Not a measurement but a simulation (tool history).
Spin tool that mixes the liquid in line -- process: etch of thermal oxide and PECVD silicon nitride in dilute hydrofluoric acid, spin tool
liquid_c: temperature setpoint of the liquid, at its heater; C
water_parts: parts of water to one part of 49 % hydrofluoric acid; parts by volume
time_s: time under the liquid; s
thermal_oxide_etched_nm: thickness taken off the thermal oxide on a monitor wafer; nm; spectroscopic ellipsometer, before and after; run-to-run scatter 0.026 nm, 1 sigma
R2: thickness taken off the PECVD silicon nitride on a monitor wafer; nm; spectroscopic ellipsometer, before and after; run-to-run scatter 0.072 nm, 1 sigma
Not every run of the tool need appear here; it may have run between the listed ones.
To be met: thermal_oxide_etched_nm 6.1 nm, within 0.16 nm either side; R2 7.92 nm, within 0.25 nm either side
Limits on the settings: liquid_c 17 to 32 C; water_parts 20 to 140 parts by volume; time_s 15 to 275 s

{"run": 1, "day": 0.0, "liquid_c": 24, "water_parts": 75, "time_s": 140, "thermal_oxide_etched_nm": 10.021, "R2": 12.843}
{"run": 2, "day": 0.354, "liquid_c": 23.5, "water_parts": 80, "time_s": 140, "thermal_oxide_etched_nm": 9.1061, "R2": 11.851}
{"run": 3, "day": 0.654, "liquid_c": 21.5, "water_parts": 80, "time_s": 140, "thermal_oxide_etched_nm": 8.3834, "R2": 10.197}
{"run": 4, "day": 0.983, "liquid_c": 21.5, "water_parts": 90, "time_s": 140, "thermal_oxide_etched_nm": 7.399, "R2": 9.1886}
{"run": 5, "day": 1.142, "liquid_c": 21.5, "water_parts": 95, "time_s": 140, "thermal_oxide_etched_nm": 6.9548, "R2": 8.7474}
{"run": 6, "day": 1.392, "liquid_c": 21.5, "water_parts": 95, "time_s": 175, "thermal_oxide_etched_nm": 8.7035, "R2": 10.973}
{"day": 1.612, "done": "thermometer replaced"}
{"run": 7, "day": 1.612, "liquid_c": 21.5, "water_parts": 100, "time_s": 175, "thermal_oxide_etched_nm": 7.5903, "R2": 9.0944}
{"run": 8, "day": 1.725, "liquid_c": 22, "water_parts": 100, "time_s": 175, "thermal_oxide_etched_nm": 7.7368, "R2": 9.4404}
{"run": 9, "day": 1.921, "liquid_c": 22.5, "water_parts": 105, "time_s": 175, "thermal_oxide_etched_nm": 7.5051, "R2": 9.1608}
{"run": 10, "day": 2.008, "liquid_c": 23, "water_parts": 105, "time_s": 170, "thermal_oxide_etched_nm": 7.475, "R2": 9.15}
{"run": 11, "day": 2.142, "liquid_c": 23, "water_parts": 105, "time_s": 165, "thermal_oxide_etched_nm": 7.1958, "R2": 8.9256}

Consider the 5 candidate settings below. Which is the only one whose results all fall within their allowed miss of target?
{"run": "A", "day": 2.275, "liquid_c": 23.5, "water_parts": 120, "time_s": 160, "thermal_oxide_etched_nm": "?", "R2": "?"}
{"run": "B", "day": 2.275, "liquid_c": 20.5, "water_parts": 110, "time_s": 170, "thermal_oxide_etched_nm": "?", "R2": "?"}
{"run": "C", "day": 2.275, "liquid_c": 18.5, "water_parts": 95, "time_s": 230, "thermal_oxide_etched_nm": "?", "R2": "?"}
{"run": "D", "day": 2.275, "liquid_c": 22, "water_parts": 100, "time_s": 150, "thermal_oxide_etched_nm": "?", "R2": "?"}
{"run": "E", "day": 2.275, "liquid_c": 18.5, "water_parts": 105, "time_s": 260, "thermal_oxide_etched_nm": "?", "R2": "?"}

move=A thermal_oxide_etched_nm=6.1511 R2=7.8422
move=B thermal_oxide_etched_nm=6.3977 R2=7.4324
move=C thermal_oxide_etched_nm=9.3832 R2=10.119
move=D thermal_oxide_etched_nm=6.674 R2=7.9639
move=E thermal_oxide_etched_nm=9.4941 R2=10.379
A: every result lands within tolerance
B: gains on the last run, yet a result remains outside its allowed miss
C: further off than the last run
D: gains on the last run, yet a result remains outside its allowed miss
E: further off than the last run
A meets every target.

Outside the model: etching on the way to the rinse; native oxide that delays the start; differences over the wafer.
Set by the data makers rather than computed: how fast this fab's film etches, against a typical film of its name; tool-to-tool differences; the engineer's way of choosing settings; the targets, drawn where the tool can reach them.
